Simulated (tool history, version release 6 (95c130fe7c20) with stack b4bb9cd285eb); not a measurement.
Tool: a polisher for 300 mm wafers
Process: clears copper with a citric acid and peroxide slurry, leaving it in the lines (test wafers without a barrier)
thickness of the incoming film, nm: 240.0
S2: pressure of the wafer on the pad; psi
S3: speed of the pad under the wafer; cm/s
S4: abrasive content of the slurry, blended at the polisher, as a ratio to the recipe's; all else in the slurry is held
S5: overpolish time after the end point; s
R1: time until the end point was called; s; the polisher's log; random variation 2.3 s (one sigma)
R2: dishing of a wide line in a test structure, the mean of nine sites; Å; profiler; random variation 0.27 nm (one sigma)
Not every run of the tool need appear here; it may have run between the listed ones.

{"run": 1, "day": 0.0, "flow of slurry (ml/min)": 260, "S2": 2.3, "S3": 106, "S4": 1, "S5": 25, "R1": 156.47, "R2": 278.68}
{"run": 2, "day": 0.05, "flow of slurry (ml/min)": 260, "S2": 2.7, "S3": 106, "S4": 1, "S5": 25, "R1": 141.39, "R2": 301.77}
{"run": 3, "day": 0.379, "flow of slurry (ml/min)": 260, "S2": 2.7, "S3": 128, "S4": 1, "S5": 25, "R1": 119.71, "R2": 343.16}
{"run": 4, "day": 0.65, "flow of slurry (ml/min)": 260, "S2": 2.2, "S3": 124, "S4": 1, "S5": 24, "R1": 137.6, "R2": 291.14}
{"run": 5, "day": 0.871, "flow of slurry (ml/min)": 260, "S2": 2.2, "S3": 124, "S4": 1.2, "S5": 24, "R1": 133.23, "R2": 307.45}
{"run": 6, "day": 1.229, "flow of slurry (ml/min)": 260, "S2": 2.2, "S3": 124, "S4": 1.2, "S5": 19, "R1": 133.28, "R2": 251.04}
{"run": 7, "day": 1.583, "flow of slurry (ml/min)": 255, "S2": 1.6, "S3": 122, "S4": 1.2, "S5": 23, "R1": 162.13, "R2": 255.99}
{"run": 8, "day": 1.683, "flow of slurry (ml/min)": 255, "S2": 1.4, "S3": 118, "S4": 1.2, "S5": 22, "R1": 176.12, "R2": 221.02}
{"run": 9, "day": 1.854, "flow of slurry (ml/min)": 255, "S2": 1.3, "S3": 116, "S4": 1.2, "S5": 22, "R1": 186.21, "R2": 213.37}
{"run": 10, "day": 2.1, "flow of slurry (ml/min)": 255, "S2": 1.3, "S3": 116, "S4": 1.2, "S5": 22, "R1": 182.19, "R2": 216.97}

Forecast run 11:
{"run": 11, "day": 2.225, "flow of slurry (ml/min)": 255, "S2": 1.2, "S3": 114, "S4": 1.2, "S5": 22, "R1": "?", "R2": "?"}

{"run 11": {"R1": 194.44, "R2": 207.49}}
